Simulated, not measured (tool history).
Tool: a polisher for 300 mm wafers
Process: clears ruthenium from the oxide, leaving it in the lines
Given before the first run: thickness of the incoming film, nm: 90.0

| run | day | flow of slurry (ml/min) | pressure of the wafer on the pad (psi) | speed of the pad under the wafer (m/s) | overpolish time after the end point (s) | time until the end point was called (s) |
|---|---|---|---|---|---|---|
| 1 | 0 | 185 | 2.2 | 0.76 | 19 | 110.31 |
| 2 | 0.25 | 185 | 2.2 | 0.76 | 21 | 111.58 |
| 3 | 0.45 | 185 | 2.7 | 0.76 | 21 | 93.159 |
| 4 | 0.567 | 185 | 2.5 | 0.76 | 21 | 96.867 |
| 5 | 0.708 | 185 | 2.5 | 0.88 | 21 | 85.814 |
| 6 | 0.788 | 185 | 2.3 | 0.88 | 21 | 92.698 |
| 7 | 1.054 | 185 | 2.1 | 0.88 | 21 | 103.39 |
| 8 | 1.092 | 185 | 2 | 0.88 | 21 | 104.99 |

Estimate the outcome of run 9 from the log above:
|  | 1.417 | worn pad replaced by a new one |
| 9 | 1.417 | 185 | 1.9 | 0.88 | 21 | ? |

{"run 9": {"time until the end point was called (s)": 104.8}}

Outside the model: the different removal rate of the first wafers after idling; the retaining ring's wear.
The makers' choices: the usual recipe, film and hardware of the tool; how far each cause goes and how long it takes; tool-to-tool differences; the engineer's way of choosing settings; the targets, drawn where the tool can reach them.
